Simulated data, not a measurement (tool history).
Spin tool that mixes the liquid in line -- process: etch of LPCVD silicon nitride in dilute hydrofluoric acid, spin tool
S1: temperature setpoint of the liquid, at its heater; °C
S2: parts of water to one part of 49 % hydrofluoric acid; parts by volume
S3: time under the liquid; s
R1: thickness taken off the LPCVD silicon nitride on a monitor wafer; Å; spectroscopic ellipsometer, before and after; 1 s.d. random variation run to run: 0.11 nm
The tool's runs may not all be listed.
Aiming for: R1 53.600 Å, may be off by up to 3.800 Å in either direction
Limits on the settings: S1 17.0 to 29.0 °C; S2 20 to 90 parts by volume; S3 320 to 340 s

run 1 day=0.000 | S1=21.0 S2=50 S3=320 | R1=27.348
run 2 day=0.125 | S1=22.5 S2=50 S3=320 | R1=30.907
run 3 day=0.158 | S1=21.0 S2=50 S3=320 | R1=27.143
run 4 day=0.275 | S1=21.0 S2=50 S3=320 | R1=27.719
run 5 day=0.462 | S1=22.0 S2=50 S3=320 | R1=30.697
run 6 day=0.825 | S1=22.5 S2=50 S3=320 | R1=30.542
run 7 day=0.858 | S1=23.0 S2=50 S3=320 | R1=32.108
run 8 day=1.117 | S1=23.5 S2=50 S3=320 | R1=31.825
run 9 day=1.475 | S1=27.5 S2=35 S3=325 | R1=62.634
run 10 day=1.767 | S1=26.5 S2=35 S3=325 | R1=57.613

Which one of the following 5 next-run settings gets every result inside its allowed miss? There is exactly one.
run A day=2.058 | S1=27.5 S2=35 S3=340 | R1=?
run B day=2.058 | S1=24.0 S2=25 S3=325 | R1=?
run C day=2.058 | S1=25.5 S2=35 S3=330 | R1=?
run D day=2.058 | S1=25.5 S2=30 S3=340 | R1=?
run E day=2.058 | S1=29.0 S2=40 S3=340 | R1=?

move=A R1=62.958
move=B R1=65.862
move=C R1=53.472
move=D R1=63.984
move=E R1=60.979
A: its largest miss is bigger than the last run's
B: its largest miss is bigger than the last run's
C: each result inside its tolerance
D: its largest miss is bigger than the last run's
E: its largest miss is bigger than the last run's
C meets every target.
